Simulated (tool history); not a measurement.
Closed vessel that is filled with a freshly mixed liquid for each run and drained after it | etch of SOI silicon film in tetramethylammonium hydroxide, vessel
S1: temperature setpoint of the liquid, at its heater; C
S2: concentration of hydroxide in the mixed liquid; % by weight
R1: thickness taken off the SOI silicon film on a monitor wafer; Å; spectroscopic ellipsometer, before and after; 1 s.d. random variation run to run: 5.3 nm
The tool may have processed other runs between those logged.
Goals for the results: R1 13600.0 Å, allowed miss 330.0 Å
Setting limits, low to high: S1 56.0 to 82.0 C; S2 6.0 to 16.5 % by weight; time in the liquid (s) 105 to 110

Run 1, day 0.000: S1 69.0 C, S2 11.0 % by weight, time in the liquid (s) 105. Result: R1 7733.7 Å.
Run 2, day 0.108: S1 71.0 C, S2 11.0 % by weight, time in the liquid (s) 105. Result: R1 8751.7 Å.
Run 3, day 0.346: S1 71.0 C, S2 11.0 % by weight, time in the liquid (s) 105. Result: R1 8724.0 Å.
Run 4, day 0.533: S1 71.0 C, S2 9.0 % by weight, time in the liquid (s) 105. Result: R1 9388.4 Å.
At day 0.579: hydroxide flow meter replaced.
Run 5, day 0.579: S1 71.0 C, S2 9.0 % by weight, time in the liquid (s) 110. Result: R1 9477.3 Å.
Run 6, day 0.812: S1 72.0 C, S2 9.0 % by weight, time in the liquid (s) 110. Result: R1 9992.6 Å.
Run 7, day 1.104: S1 78.5 C, S2 9.0 % by weight, time in the liquid (s) 110. Result: R1 14484.0 Å.
Run 8, day 1.146: S1 78.0 C, S2 9.0 % by weight, time in the liquid (s) 110. Result: R1 14049.0 Å.

Of the 4 settings listed for the next run, only one would bring every result within its allowed miss of target. Which one?
Run A, day 1.188: S1 79.0 C, S2 10.0 % by weight, time in the liquid (s) 110. Result: R1 ?.
Run B, day 1.188: S1 77.5 C, S2 9.0 % by weight, time in the liquid (s) 110. Result: R1 ?.
Run C, day 1.188: S1 78.5 C, S2 9.0 % by weight, time in the liquid (s) 110. Result: R1 ?.
Run D, day 1.188: S1 78.0 C, S2 8.5 % by weight, time in the liquid (s) 110. Result: R1 ?.

move       R1
   A  14330.0
   B  13731.0
   C  14523.0
   D  14407.0
A: lands further from the targets than the last run did
B: every result lands within tolerance
C: lands further from the targets than the last run did
D: lands further from the targets than the last run did
So the answer is move B, the one that meets all the targets.
